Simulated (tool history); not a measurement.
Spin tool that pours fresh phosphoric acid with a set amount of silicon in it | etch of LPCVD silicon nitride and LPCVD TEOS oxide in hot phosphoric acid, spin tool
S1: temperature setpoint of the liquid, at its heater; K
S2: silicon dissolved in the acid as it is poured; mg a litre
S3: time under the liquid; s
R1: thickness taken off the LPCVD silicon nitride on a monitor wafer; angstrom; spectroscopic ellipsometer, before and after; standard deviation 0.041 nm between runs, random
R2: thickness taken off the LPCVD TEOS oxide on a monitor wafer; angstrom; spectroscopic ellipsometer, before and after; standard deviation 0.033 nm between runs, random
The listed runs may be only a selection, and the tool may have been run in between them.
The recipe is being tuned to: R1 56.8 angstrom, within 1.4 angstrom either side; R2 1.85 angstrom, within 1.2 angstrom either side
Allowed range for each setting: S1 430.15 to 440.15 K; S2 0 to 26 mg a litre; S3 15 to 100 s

Run 1, hour 0: S1 435.15 K, S2 11.5 mg a litre, S3 50 s. Result: R1 42.697 angstrom, R2 1.9694 angstrom.
Run 2, hour 3.7: S1 435.65 K, S2 13.5 mg a litre, S3 50 s. Result: R1 43.289 angstrom, R2 1.8505 angstrom.
Run 3, hour 6.9: S1 437.65 K, S2 13.5 mg a litre, S3 50 s. Result: R1 47.008 angstrom, R2 2.0749 angstrom.
Run 4, hour 14.2: S1 437.65 K, S2 16 mg a litre, S3 50 s. Result: R1 46.935 angstrom, R2 1.7177 angstrom.
Run 5, hour 23.2: S1 438.15 K, S2 16.5 mg a litre, S3 50 s. Result: R1 47.335 angstrom, R2 2.4385 angstrom.
Run 6, hour 27.5: S1 438.15 K, S2 15 mg a litre, S3 50 s. Result: R1 47.014 angstrom, R2 1.7358 angstrom.
Run 7, hour 31.4: S1 439.65 K, S2 12 mg a litre, S3 60 s. Result: R1 59.078 angstrom, R2 2.4903 angstrom.
Run 8, hour 32.1: S1 439.65 K, S2 12.5 mg a litre, S3 60 s. Result: R1 59.495 angstrom, R2 2.8368 angstrom.
Run 9, hour 39.9: S1 439.15 K, S2 13.5 mg a litre, S3 60 s. Result: R1 57.563 angstrom, R2 2.5998 angstrom.
Run 10, hour 47.1: S1 439.15 K, S2 14 mg a litre, S3 60 s. Result: R1 59.327 angstrom, R2 1.583 angstrom.
Run 11, hour 50.8: S1 439.15 K, S2 13.5 mg a litre, S3 60 s. Result: R1 59.057 angstrom, R2 3.4332 angstrom.
Run 12, hour 55.4: S1 439.15 K, S2 13 mg a litre, S3 60 s. Result: R1 57.49 angstrom, R2 3.5013 angstrom.
Run 13, hour 61.4: S1 439.15 K, S2 13 mg a litre, S3 60 s. Result: R1 57.564 angstrom, R2 2.221 angstrom.

4 candidate next runs follow, results not yet known. Just one meets every target within its allowed miss. Identify it.
Run A, hour 67.4: S1 440.15 K, S2 1.5 mg a litre, S3 60 s. Result: R1 ?, R2 ?.
Run B, hour 67.4: S1 436.15 K, S2 24.5 mg a litre, S3 65 s. Result: R1 ?, R2 ?.
Run C, hour 67.4: S1 436.65 K, S2 24.5 mg a litre, S3 60 s. Result: R1 ?, R2 ?.
Run D, hour 67.4: S1 440.15 K, S2 0 mg a litre, S3 60 s. Result: R1 ?, R2 ?.

move      R1      R2
   A  60.173  5.0664
   B  57.167  2.3421
   C   53.65  2.2423
   D  60.173  5.2084
A: misses by more than the last run did
B: every result lands within tolerance
C: takes the biggest miss from the last run beyond its target
D: misses by more than the last run did
Go with B: it meets all targets.
